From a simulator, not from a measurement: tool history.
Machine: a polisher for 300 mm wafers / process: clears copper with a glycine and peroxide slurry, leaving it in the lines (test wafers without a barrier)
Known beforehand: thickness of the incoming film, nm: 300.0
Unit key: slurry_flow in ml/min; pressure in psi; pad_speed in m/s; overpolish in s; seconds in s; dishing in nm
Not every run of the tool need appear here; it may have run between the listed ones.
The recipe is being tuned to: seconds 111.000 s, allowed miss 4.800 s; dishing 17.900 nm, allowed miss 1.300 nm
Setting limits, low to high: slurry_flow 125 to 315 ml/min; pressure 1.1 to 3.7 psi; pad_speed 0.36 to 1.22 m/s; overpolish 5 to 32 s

run	day	slurry_flow	pressure	pad_speed	overpolish	seconds	dishing
1	0.000	205	2.4	0.78	16	82.237	27.625
2	0.242	205	2.3	0.78	15	84.484	25.202
3	0.446	205	2.3	0.68	15	94.530	24.226
4	0.592	205	2.3	0.68	18	94.814	26.754
5	0.867	205	2.2	0.68	17	95.978	26.691
6	0.933	205	2.2	0.68	16	97.507	25.718
7	1.275	205	2.2	0.68	15	98.628	24.824
# day 1.442: slurry nozzle cleaned
8	1.442	205	2.2	0.68	14	94.727	24.643
9	1.608	200	1.6	0.66	6	117.840	10.027
10	1.942	200	1.7	0.64	7	117.000	12.201
11	2.300	200	1.8	0.62	7	115.480	12.177
12	2.458	205	1.9	0.64	15	105.680	23.611

Exactly one of the 4 candidate moves below puts every result within its allowed miss. Which one?
A	2.617	215	1.9	0.62	13	?	?
B	2.617	270	1.3	0.88	11	?	?
C	2.617	190	1.9	0.76	10	?	?
D	2.617	175	1.7	0.72	14	?	?

move	seconds	dishing
A	109.540	21.241
B	108.530	18.774
C	97.307	18.825
D	110.280	22.165
A: an improvement on the last run, though not all results are within tolerance
B: every result within its allowed miss
C: puts the biggest miss on target and leaves a different result outside tolerance
D: an improvement on the last run, though not all results are within tolerance
Correct choice: B, which meets every target
